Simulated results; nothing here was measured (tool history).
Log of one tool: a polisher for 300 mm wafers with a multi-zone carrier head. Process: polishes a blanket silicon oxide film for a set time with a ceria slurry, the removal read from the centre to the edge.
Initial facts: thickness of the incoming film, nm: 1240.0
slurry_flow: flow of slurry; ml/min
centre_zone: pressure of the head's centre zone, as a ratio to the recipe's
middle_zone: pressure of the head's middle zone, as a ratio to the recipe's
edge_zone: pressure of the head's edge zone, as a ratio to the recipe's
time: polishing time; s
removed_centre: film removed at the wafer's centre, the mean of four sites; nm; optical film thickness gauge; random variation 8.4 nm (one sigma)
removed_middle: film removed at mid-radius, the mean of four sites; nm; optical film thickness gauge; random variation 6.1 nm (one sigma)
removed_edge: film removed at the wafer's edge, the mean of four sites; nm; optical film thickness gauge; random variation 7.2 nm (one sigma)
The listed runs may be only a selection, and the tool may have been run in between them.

| run | hour | slurry_flow | centre_zone | middle_zone | edge_zone | time | removed_centre | removed_middle | removed_edge |
|---|---|---|---|---|---|---|---|---|---|
| 1 | 0.0 | 190 | 1.00 | 1.00 | 1.00 | 54 | 445.39 | 441.95 | 444.23 |
| 2 | 2.5 | 190 | 1.00 | 1.04 | 1.00 | 54 | 446.31 | 465.64 | 448.16 |
| 3 | 4.1 | 200 | 1.00 | 1.07 | 1.01 | 56 | 467.28 | 492.97 | 478.30 |
| 4 | 8.3 | 200 | 1.00 | 1.07 | 1.05 | 56 | 465.10 | 486.36 | 483.45 |
| 5 | 13.1 | 200 | 1.00 | 1.07 | 1.05 | 49 | 398.87 | 426.08 | 420.27 |
| 6 | 14.9 | 205 | 0.99 | 1.10 | 1.03 | 53 | 427.31 | 478.59 | 449.85 |

For run 7, what comes out?
| 7 | 21.8 | 255 | 1.00 | 1.19 | 1.04 | 68 | ? | ? | ? |

Run 7 measured removed_centre 590.67 nm, removed_middle 670.57 nm, removed_edge 580.64 nm.

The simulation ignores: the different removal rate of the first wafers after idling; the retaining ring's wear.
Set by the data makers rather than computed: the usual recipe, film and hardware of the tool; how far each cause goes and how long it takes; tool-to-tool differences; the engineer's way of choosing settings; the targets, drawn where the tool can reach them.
